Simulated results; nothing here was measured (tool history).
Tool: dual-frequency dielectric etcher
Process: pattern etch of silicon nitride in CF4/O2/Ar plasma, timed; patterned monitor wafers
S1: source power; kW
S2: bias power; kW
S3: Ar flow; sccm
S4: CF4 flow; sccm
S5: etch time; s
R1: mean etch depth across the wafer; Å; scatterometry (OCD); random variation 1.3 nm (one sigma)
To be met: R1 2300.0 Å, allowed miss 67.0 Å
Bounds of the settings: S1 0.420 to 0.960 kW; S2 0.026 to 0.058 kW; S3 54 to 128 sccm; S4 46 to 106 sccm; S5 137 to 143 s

run,hour,S1,S2,S3,S4,S5,R1
1,0.0,0.690,0.042,91,76,137,3181.2
2,0.6,0.690,0.042,91,76,137,3160.6
3,6.5,0.630,0.041,91,76,137,2954.5
4,10.5,0.580,0.040,92,75,137,2730.7
5,16.1,0.550,0.040,92,75,137,2632.7
6,22.0,0.520,0.040,92,75,137,2538.9
7,24.8,0.500,0.040,92,75,137,2475.3
8,31.7,0.490,0.040,92,75,137,2460.9
9,34.6,0.480,0.040,92,75,137,2395.2

Which of these 5 next moves meets every target?
A,37.5,0.450,0.038,98,67,143,?
B,37.5,0.460,0.045,73,70,137,?
C,37.5,0.470,0.037,82,77,143,?
D,37.5,0.530,0.041,94,77,137,?
E,37.5,0.490,0.037,87,81,143,?

move,R1
A,2303.3
B,2454.7
C,2437.4
D,2578.6
E,2502.8
A: meets every target
B: further off than the last run
C: further off than the last run
D: further off than the last run
E: further off than the last run
The right move is A.
